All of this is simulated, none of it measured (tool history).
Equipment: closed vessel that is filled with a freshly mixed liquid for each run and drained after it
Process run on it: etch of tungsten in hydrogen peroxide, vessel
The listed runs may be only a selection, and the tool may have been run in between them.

| run | hour | temperature setpoint of the liquid (K) | concentration of hydrogen peroxide in the mixed liquid (% by weight) | time in the liquid (s) | thickness taken off the tungsten on a monitor wafer (nm) |
|---|---|---|---|---|---|
| 1 | 0 | 323.15 | 21 | 30 | 30.118 |
| 2 | 3.1 | 318.15 | 21 | 30 | 22.191 |
| 3 | 5.7 | 315.15 | 21 | 30 | 17.98 |
| 4 | 7 | 317.15 | 21 | 30 | 20.875 |
| 5 | 13.7 | 317.15 | 24 | 30 | 22.226 |
| 6 | 16.3 | 322.65 | 24 | 30 | 31.359 |
| 7 | 20.2 | 323.65 | 24 | 30 | 32.942 |

Expected results for the next run?
| 8 | 25.5 | 324.15 | 24 | 30 | ? |

{"run 8": {"thickness taken off the tungsten on a monitor wafer (nm)": 33.841}}
